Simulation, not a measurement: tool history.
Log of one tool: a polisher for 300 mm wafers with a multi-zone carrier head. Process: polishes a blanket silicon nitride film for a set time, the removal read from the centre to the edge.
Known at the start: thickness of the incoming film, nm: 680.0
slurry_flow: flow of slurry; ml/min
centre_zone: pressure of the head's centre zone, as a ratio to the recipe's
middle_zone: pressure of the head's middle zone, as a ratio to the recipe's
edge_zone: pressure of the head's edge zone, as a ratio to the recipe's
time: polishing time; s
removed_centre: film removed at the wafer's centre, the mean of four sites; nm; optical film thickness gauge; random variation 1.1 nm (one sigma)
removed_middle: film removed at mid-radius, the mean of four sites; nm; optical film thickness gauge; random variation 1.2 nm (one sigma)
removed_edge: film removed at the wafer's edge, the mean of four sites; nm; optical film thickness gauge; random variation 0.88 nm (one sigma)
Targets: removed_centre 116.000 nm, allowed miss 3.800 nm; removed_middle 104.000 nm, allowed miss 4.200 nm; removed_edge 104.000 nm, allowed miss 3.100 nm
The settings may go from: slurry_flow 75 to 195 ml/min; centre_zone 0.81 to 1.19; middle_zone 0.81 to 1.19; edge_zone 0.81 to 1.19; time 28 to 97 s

run	hour	slurry_flow	centre_zone	middle_zone	edge_zone	time	removed_centre	removed_middle	removed_edge
1	0.0	125	1.00	1.00	1.00	62	123.860	124.610	127.870
2	1.5	125	0.93	1.00	1.00	62	115.410	125.690	125.530
3	6.5	125	0.93	0.94	1.00	62	116.180	119.200	126.610
4	7.5	120	0.95	0.94	0.97	61	115.550	117.770	121.370
5	12.5	120	0.95	0.90	0.97	61	115.210	115.280	123.740
6	13.5	120	0.95	0.90	0.97	48	91.157	92.261	97.173
7	19.8	130	0.97	0.90	0.96	48	92.993	91.987	96.606
8	22.9	135	0.99	0.92	0.96	48	98.298	93.244	97.953
9	31.0	140	1.00	0.93	0.96	48	98.843	93.775	98.565
10	37.1	145	1.01	0.95	0.96	48	100.420	96.833	98.744
11	42.7	180	1.08	0.94	0.97	48	111.220	98.667	100.510

4 next moves are on the table. One of them brings every result within its allowed miss. Which?
A	48.3	190	1.05	1.06	0.97	46	?	?	?
B	48.3	180	1.19	0.84	0.99	46	?	?	?
C	48.3	190	1.04	0.89	0.87	51	?	?	?
D	48.3	155	1.10	1.01	1.03	47	?	?	?

move	removed_centre	removed_middle	removed_edge
A	103.730	102.490	97.962
B	116.550	90.376	98.268
C	113.810	103.920	105.020
D	107.350	99.035	99.997
A: brings the result that was furthest off to its target, and leaves another outside
B: further off than the last run
C: meets every target
D: further off than the last run
Answer: C
